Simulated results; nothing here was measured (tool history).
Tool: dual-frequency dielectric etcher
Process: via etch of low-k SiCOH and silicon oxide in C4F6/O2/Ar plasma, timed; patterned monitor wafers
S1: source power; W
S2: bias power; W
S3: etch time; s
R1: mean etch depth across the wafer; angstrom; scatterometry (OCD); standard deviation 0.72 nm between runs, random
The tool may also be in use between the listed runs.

run 1 hour=0.0 | S1=460 S2=175 S3=101.5 | R1=2886.2
run 2 hour=3.8 | S1=460 S2=175 S3=106.5 | R1=3015.4
run 3 hour=11.1 | S1=460 S2=203 S3=106.5 | R1=3082.3
run 4 hour=12.8 | S1=460 S2=184 S3=106.5 | R1=3042.5
run 5 hour=18.3 | S1=540 S2=184 S3=106.5 | R1=3273.3
run 6 hour=26.6 | S1=500 S2=176 S3=106.0 | R1=3117.5
run 7 hour=34.7 | S1=470 S2=169 S3=105.5 | R1=3007.2
run 8 hour=40.9 | S1=440 S2=162 S3=105.0 | R1=2885.5
run 9 hour=48.1 | S1=420 S2=158 S3=104.5 | R1=2789.6
run 10 hour=55.9 | S1=400 S2=155 S3=104.0 | R1=2728.3

What will run 11 give?
run 11 hour=57.2 | S1=380 S2=152 S3=103.5 | R1=?

{"run 11": {"R1": 2649.5}}

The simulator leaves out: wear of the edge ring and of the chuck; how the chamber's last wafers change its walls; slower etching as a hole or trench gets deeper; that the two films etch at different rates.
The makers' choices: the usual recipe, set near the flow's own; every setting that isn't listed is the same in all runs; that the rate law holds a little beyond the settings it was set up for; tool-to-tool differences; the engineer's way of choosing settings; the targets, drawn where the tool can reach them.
